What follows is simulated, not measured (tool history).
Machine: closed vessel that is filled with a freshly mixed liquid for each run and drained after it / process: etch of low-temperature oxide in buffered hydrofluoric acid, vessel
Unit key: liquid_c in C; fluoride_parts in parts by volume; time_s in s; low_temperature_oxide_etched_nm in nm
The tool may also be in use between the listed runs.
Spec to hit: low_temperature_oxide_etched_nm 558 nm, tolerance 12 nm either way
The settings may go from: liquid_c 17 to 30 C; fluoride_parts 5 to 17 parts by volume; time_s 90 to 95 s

| run | hour | liquid_c | fluoride_parts | time_s | low_temperature_oxide_etched_nm |
|---|---|---|---|---|---|
| 1 | 0 | 22 | 10.5 | 90 | 272.66 |
| 2 | 7 | 23.5 | 10 | 90 | 302.84 |
| 3 | 15.1 | 20 | 10 | 90 | 249.35 |
| 4 | 20.7 | 20 | 7.5 | 90 | 325.31 |
| 5 | 27.9 | 21.5 | 7.5 | 90 | 354.54 |
| 6 | 35.8 | 21.5 | 5.5 | 90 | 473.09 |
| 7 | 40.2 | 22 | 5.5 | 90 | 483.38 |
| 8 | 46.9 | 22.5 | 5.5 | 90 | 499.67 |
| 9 | 48 | 25 | 5.5 | 90 | 573.81 |

Of the 4 settings listed for the next run, only one would bring every result within its allowed miss of target. Which one?
| A | 49.1 | 24.5 | 5.5 | 95 | ? |
| B | 49.1 | 23 | 5 | 95 | ? |
| C | 49.1 | 25.5 | 5.5 | 90 | ? |
| D | 49.1 | 26 | 6.5 | 95 | ? |

| move | low_temperature_oxide_etched_nm |
|---|---|
| A | 592.3 |
| B | 590.85 |
| C | 592.8 |
| D | 557.4 |
A: misses by more than the last run did
B: misses by more than the last run did
C: misses by more than the last run did
D: all results land within tolerance of their targets
Go with D: it meets all targets.

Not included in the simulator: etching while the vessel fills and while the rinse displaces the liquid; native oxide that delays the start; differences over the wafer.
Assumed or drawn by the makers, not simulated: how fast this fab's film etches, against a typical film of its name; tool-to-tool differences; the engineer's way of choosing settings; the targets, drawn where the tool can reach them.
